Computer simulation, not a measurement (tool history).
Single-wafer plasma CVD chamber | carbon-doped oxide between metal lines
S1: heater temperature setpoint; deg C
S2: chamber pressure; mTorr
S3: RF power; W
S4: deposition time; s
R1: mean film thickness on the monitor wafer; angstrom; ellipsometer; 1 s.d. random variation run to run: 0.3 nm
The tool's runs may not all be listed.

{"run": 1, "hour": 0.0, "S1": 335, "S2": 4210, "S3": 435, "S4": 15.5, "R1": 843.93}
{"run": 2, "hour": 5.4, "S1": 335, "S2": 4210, "S3": 435, "S4": 15.5, "R1": 849.22}
{"run": 3, "hour": 6.7, "S1": 337, "S2": 4050, "S3": 430, "S4": 15.5, "R1": 823.34}
{"run": 4, "hour": 9.2, "S1": 337, "S2": 4050, "S3": 430, "S4": 16.0, "R1": 850.57}
{"run": 5, "hour": 17.3, "S1": 337, "S2": 4050, "S3": 430, "S4": 16.0, "R1": 852.64}
{"run": 6, "hour": 18.9, "S1": 344, "S2": 4050, "S3": 430, "S4": 16.0, "R1": 838.68}
{"run": 7, "hour": 27.0, "S1": 345, "S2": 3870, "S3": 425, "S4": 16.0, "R1": 816.24}

Run 8 is up next; what results do you expect?
{"run": 8, "hour": 34.9, "S1": 346, "S2": 3720, "S3": 425, "S4": 16.0, "R1": "?"}

{"run 8": {"R1": 815.58}}
